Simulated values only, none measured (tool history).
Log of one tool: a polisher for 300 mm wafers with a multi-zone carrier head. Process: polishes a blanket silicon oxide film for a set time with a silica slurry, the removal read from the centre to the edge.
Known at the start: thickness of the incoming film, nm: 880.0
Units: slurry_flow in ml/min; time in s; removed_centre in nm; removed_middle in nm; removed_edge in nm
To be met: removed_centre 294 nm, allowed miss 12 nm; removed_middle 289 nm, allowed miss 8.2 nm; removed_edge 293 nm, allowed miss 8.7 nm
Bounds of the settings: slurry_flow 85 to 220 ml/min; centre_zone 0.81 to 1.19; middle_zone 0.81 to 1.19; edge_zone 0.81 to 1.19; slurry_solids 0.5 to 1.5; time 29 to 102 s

run	hour	slurry_flow	centre_zone	middle_zone	edge_zone	slurry_solids	time	removed_centre	removed_middle	removed_edge
1	0	140	1	1	1	1	65	260.77	258.18	254.27
2	6.4	140	1.07	1	1	1	65	280.11	256.82	257.76
3	12.3	160	1.07	1	1	1	65	284.1	262.74	259.28
4	13.2	160	1.04	1	1	1	65	279.79	266.06	258.38
5	15.3	165	1.04	1	1.03	1	65	276.18	261.92	264.65
6	16.5	170	1.04	1.01	1.04	1	65	277.21	269.69	268.89
7	22.2	210	1.04	1	1.12	1	65	288.34	278.22	286.38
8	29.5	215	1.04	1.01	1.13	1	65	291.72	276.18	287.04

4 next moves are on the table. One of them brings every result within its allowed miss. Which?
A	36.8	220	1.1	1.05	1.14	0.55	77	?	?	?
B	36.8	220	0.99	0.99	1.06	1.15	65	?	?	?
C	36.8	195	1.05	0.96	1.15	0.85	69	?	?	?
D	36.8	220	1.02	0.9	1.13	0.85	72	?	?	?

move	removed_centre	removed_middle	removed_edge
A	292.65	275.41	282.12
B	291.55	286.11	296.98
C	287.8	262.13	292.53
D	298.53	263.8	306.71
A: further off than the last run
B: meets every target
C: further off than the last run
D: further off than the last run
Move B is the one to make.
